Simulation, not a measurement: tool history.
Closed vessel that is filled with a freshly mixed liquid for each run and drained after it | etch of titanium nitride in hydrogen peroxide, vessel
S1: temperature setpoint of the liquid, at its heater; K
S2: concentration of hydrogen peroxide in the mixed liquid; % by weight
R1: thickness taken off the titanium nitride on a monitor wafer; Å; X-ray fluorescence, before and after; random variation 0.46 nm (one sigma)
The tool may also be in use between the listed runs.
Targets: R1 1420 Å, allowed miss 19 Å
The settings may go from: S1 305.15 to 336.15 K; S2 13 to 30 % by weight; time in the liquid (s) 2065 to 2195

Run 1, hour 0: S1 320.15 K, S2 24 % by weight, time in the liquid (s) 2065. Result: R1 710.44 Å.
Run 2, hour 3.9: S1 320.15 K, S2 24 % by weight, time in the liquid (s) 2065. Result: R1 713.35 Å.
Run 3, hour 7.5: S1 322.15 K, S2 24 % by weight, time in the liquid (s) 2065. Result: R1 823.35 Å.
Run 4, hour 12.1: S1 316.15 K, S2 24 % by weight, time in the liquid (s) 2065. Result: R1 524.4 Å.
Run 5, hour 16.5: S1 316.15 K, S2 24 % by weight, time in the liquid (s) 2195. Result: R1 558.62 Å.
Run 6, hour 24.3: S1 318.65 K, S2 24 % by weight, time in the liquid (s) 2195. Result: R1 674.66 Å.
Run 7, hour 29.8: S1 321.15 K, S2 24 % by weight, time in the liquid (s) 2195. Result: R1 815.29 Å.
Run 8, hour 31.2: S1 323.15 K, S2 24 % by weight, time in the liquid (s) 2195. Result: R1 941.12 Å.
Run 9, hour 38.4: S1 324.65 K, S2 24 % by weight, time in the liquid (s) 2195. Result: R1 1048.9 Å.
Run 10, hour 45: S1 325.65 K, S2 24 % by weight, time in the liquid (s) 2195. Result: R1 1126.7 Å.
Run 11, hour 46.6: S1 326.65 K, S2 24 % by weight, time in the liquid (s) 2195. Result: R1 1210.8 Å.
Run 12, hour 48.3: S1 327.15 K, S2 24 % by weight, time in the liquid (s) 2195. Result: R1 1254.9 Å.
Run 13, hour 54.1: S1 327.65 K, S2 24 % by weight, time in the liquid (s) 2195. Result: R1 1300.4 Å.
Run 14, hour 60.2: S1 328.15 K, S2 24 % by weight, time in the liquid (s) 2195. Result: R1 1340.1 Å.
Run 15, hour 61: S1 328.65 K, S2 24 % by weight, time in the liquid (s) 2195. Result: R1 1384.9 Å.
Run 16, hour 62.7: S1 329.15 K, S2 24 % by weight, time in the liquid (s) 2195. Result: R1 1448.1 Å.
Run 17, hour 66.5: S1 328.65 K, S2 24 % by weight, time in the liquid (s) 2195. Result: R1 1386.7 Å.
Run 18, hour 71.8: S1 329.15 K, S2 24 % by weight, time in the liquid (s) 2195. Result: R1 1439.3 Å.

5 next moves are on the table. One of them brings every result within its allowed miss. Which?
Run A, hour 77.1: S1 329.65 K, S2 23 % by weight, time in the liquid (s) 2195. Result: R1 ?.
Run B, hour 77.1: S1 329.65 K, S2 22 % by weight, time in the liquid (s) 2195. Result: R1 ?.
Run C, hour 77.1: S1 329.65 K, S2 28 % by weight, time in the liquid (s) 2100. Result: R1 ?.
Run D, hour 77.1: S1 329.65 K, S2 25.5 % by weight, time in the liquid (s) 2065. Result: R1 ?.
Run E, hour 77.1: S1 329.65 K, S2 28 % by weight, time in the liquid (s) 2070. Result: R1 ?.

move      R1
   A  1485.8
   B  1471.6
   C    1484
   D  1429.6
   E  1462.8
A: further off than the last run
B: further off than the last run
C: further off than the last run
D: meets every target
E: further off than the last run
Move D is the one to make.
